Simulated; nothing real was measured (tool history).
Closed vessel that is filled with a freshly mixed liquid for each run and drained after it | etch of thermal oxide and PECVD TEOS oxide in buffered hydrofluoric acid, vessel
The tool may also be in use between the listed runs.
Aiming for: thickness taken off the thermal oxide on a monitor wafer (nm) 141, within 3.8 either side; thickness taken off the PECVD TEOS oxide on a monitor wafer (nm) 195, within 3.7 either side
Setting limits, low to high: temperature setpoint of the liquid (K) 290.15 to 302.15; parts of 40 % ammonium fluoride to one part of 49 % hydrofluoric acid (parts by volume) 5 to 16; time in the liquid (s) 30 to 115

| run | hour | temperature setpoint of the liquid (K) | parts of 40 % ammonium fluoride to one part of 49 % hydrofluoric acid (parts by volume) | time in the liquid (s) | thickness taken off the thermal oxide on a monitor wafer (nm) | thickness taken off the PECVD TEOS oxide on a monitor wafer (nm) |
|---|---|---|---|---|---|---|
| 1 | 0 | 294.15 | 9.5 | 60 | 65.582 | 92.554 |
| 2 | 1 | 294.15 | 11 | 60 | 58.652 | 80.987 |
| 3 | 2.9 | 296.65 | 9.5 | 60 | 76.081 | 105.06 |
| 4 | 8.2 | 297.65 | 9.5 | 60 | 79.78 | 110.96 |
| 5 | 10.8 | 299.15 | 8.5 | 60 | 96.564 | 132.86 |
| 6 | 17.2 | 300.15 | 7.5 | 60 | 115.9 | 159.43 |
| 7 | 23.5 | 302.15 | 6.5 | 60 | 148.71 | 204.35 |
| 8 | 25.1 | 301.65 | 6.5 | 60 | 144.12 | 199.82 |

Pick the move, out of 4, that brings all results within their allowed miss; only one does.
| A | 26.7 | 299.65 | 5.5 | 60 | ? | ? |
| B | 26.7 | 302.15 | 8 | 70 | ? | ? |
| C | 26.7 | 302.15 | 6.5 | 55 | ? | ? |
| D | 26.7 | 296.65 | 6 | 75 | ? | ? |

| move | thickness taken off the thermal oxide on a monitor wafer (nm) | thickness taken off the PECVD TEOS oxide on a monitor wafer (nm) |
|---|---|---|
| A | 148.3 | 205.73 |
| B | 139.08 | 192.93 |
| C | 134.58 | 186.7 |
| D | 146.44 | 203.15 |
A: its largest miss is bigger than the last run's
B: every result within its allowed miss
C: carries the result that was furthest off beyond its target, to the other side
D: its largest miss is bigger than the last run's
The move that meets every target is B.

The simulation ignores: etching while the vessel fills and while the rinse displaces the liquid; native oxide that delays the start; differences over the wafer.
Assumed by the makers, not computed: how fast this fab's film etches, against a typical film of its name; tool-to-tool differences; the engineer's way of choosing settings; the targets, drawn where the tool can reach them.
